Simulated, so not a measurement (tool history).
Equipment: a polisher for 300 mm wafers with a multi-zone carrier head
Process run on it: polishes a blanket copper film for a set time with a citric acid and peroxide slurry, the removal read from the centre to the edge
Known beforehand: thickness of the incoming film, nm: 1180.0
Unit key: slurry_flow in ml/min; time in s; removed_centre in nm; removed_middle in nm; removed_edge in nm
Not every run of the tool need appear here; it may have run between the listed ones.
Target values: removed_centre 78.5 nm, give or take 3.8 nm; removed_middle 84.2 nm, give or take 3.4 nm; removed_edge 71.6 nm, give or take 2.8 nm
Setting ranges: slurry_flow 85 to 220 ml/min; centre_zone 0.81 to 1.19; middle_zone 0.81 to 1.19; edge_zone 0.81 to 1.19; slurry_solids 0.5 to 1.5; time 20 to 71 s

run	hour	slurry_flow	centre_zone	middle_zone	edge_zone	slurry_solids	time	removed_centre	removed_middle	removed_edge
1	0	140	1	1	1	1	45	152.66	149.36	152.77
2	5.7	140	1	1.01	0.98	0.95	42	140.26	140.65	138.73
3	6.6	140	1	1.01	0.97	0.9	40	134.98	131.22	128.39
4	13.4	140	0.99	1.01	0.96	0.85	38	122.44	123.85	119.23
5	19.1	140	0.9	1.01	0.96	0.85	38	113.66	126.03	119.85
6	22.8	140	0.9	1.01	0.96	0.95	38	114.28	128.32	123.53
7	23.6	140	0.9	1.01	0.95	0.9	37	110.97	125.02	118.11
8	29.7	140	0.9	1.01	0.94	0.85	36	107.31	119.7	113.27
9	35.2	140	0.91	1.01	0.93	0.8	35	99.232	114.65	107.39
10	44	140	0.93	1.01	0.92	0.75	34	97.607	109.28	102.46
11	50	140	0.95	1.02	0.91	0.7	33	97.856	104.76	95.439
12	56.3	105	0.92	1.04	0.81	0.5	26	62.881	71.555	61.478
13	61.6	110	0.93	1.04	0.81	0.5	26	64.684	70.981	63.985

Which single option among these 4 for the next run brings every result within its allowed miss of target? Just one does.
A	66.9	125	0.93	1.02	0.82	0.5	24	?	?	?
B	66.9	130	1.05	0.82	0.93	0.7	25	?	?	?
C	66.9	145	0.99	0.84	0.92	0.5	26	?	?	?
D	66.9	105	1.01	1.12	0.83	0.5	29	?	?	?

move	removed_centre	removed_middle	removed_edge
A	60.481	65.858	59.92
B	79.25	65.771	73.31
C	71.481	63.837	69.342
D	77.013	82.731	71.29
A: lands further from the targets than the last run did
B: lands further from the targets than the last run did
C: lands further from the targets than the last run did
D: each result inside its tolerance
Move D is the one to make.
